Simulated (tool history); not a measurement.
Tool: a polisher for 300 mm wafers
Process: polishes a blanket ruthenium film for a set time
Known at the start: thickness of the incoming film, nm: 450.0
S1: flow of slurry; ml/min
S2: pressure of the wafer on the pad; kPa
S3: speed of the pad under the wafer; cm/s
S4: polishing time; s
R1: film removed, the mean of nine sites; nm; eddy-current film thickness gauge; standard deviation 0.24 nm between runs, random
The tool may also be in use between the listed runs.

run	day	S1	S2	S3	S4	R1
1	0	290	13.1	94	51	44.291
2	0.279	290	11.7	90	51	37.946
3	0.5	290	9.7	90	51	31.416
4	0.825	230	9.7	90	51	30.838
5	1.075	230	9.7	90	51	30.736
6	1.438	230	9	88	51	27.554
7	1.742	230	8.3	86	51	25.454

Run 8 is up next; what results do you expect?
8	1.992	230	7.6	84	51	?

R1: 23.333 nm
